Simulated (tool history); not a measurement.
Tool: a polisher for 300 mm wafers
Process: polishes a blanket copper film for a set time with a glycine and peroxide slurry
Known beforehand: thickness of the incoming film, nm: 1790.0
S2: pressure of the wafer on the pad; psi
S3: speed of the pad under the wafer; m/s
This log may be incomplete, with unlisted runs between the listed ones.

Run 1, day 0: flow of slurry (ml/min) 180, S2 1.8 psi, S3 1.24 m/s, polishing time (s) 96. Result: film removed (Å) 4024.6.
Run 2, day 0.35: flow of slurry (ml/min) 180, S2 1.8 psi, S3 0.92 m/s, polishing time (s) 96. Result: film removed (Å) 3184.2.
Run 3, day 0.608: flow of slurry (ml/min) 180, S2 1.8 psi, S3 0.68 m/s, polishing time (s) 96. Result: film removed (Å) 2582.3.
Run 4, day 0.729: flow of slurry (ml/min) 180, S2 2 psi, S3 0.88 m/s, polishing time (s) 97. Result: film removed (Å) 3343.9.
Run 5, day 0.938: flow of slurry (ml/min) 180, S2 2 psi, S3 0.88 m/s, polishing time (s) 96. Result: film removed (Å) 3351.1.
Run 6, day 1.15: flow of slurry (ml/min) 180, S2 2.2 psi, S3 1.02 m/s, polishing time (s) 97. Result: film removed (Å) 4169.5.

Expected results for the next run?
Run 7, day 1.238: flow of slurry (ml/min) 180, S2 2.4 psi, S3 1.1 m/s, polishing time (s) 97. Result: film removed (Å) ?.

{"run 7": {"film removed (Å)": 4608}}
